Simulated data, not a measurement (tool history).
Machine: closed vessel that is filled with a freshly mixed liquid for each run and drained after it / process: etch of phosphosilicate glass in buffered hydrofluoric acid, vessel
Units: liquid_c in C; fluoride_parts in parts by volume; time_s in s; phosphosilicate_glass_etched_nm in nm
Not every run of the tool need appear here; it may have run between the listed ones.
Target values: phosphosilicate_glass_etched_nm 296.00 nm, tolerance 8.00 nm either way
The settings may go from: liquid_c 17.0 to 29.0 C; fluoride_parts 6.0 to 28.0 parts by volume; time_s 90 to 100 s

| run | hour | liquid_c | fluoride_parts | time_s | phosphosilicate_glass_etched_nm |
|---|---|---|---|---|---|
| 1 | 0.0 | 21.0 | 17.0 | 90 | 239.45 |
| 2 | 2.4 | 21.0 | 21.0 | 90 | 197.58 |
| 3 | 8.8 | 21.0 | 21.0 | 90 | 194.92 |
| 4 | 16.9 | 21.0 | 18.5 | 90 | 217.21 |
| 5 | 18.6 | 21.5 | 18.5 | 90 | 223.34 |
| 6 | 19.2 | 22.5 | 18.5 | 90 | 234.45 |
| 7 | 20.9 | 23.0 | 18.5 | 90 | 244.02 |
| 8 | 27.2 | 23.5 | 18.5 | 90 | 250.82 |
| 9 | 34.8 | 24.0 | 18.5 | 90 | 259.80 |

Below are 4 possible settings for the next run. Only one of them brings all results inside the allowed miss of their targets. Which is it?
| A | 42.4 | 23.0 | 21.5 | 90 | ? |
| B | 42.4 | 23.5 | 18.0 | 95 | ? |
| C | 42.4 | 25.5 | 19.5 | 100 | ? |
| D | 42.4 | 24.0 | 21.5 | 100 | ? |

| move | phosphosilicate_glass_etched_nm |
|---|---|
| A | 214.90 |
| B | 271.91 |
| C | 294.98 |
| D | 252.27 |
A: misses by more than the last run did
B: better than the last run, though not everything is in spec
C: meets every target
D: misses by more than the last run did
C is the move that brings every result within its allowed miss.
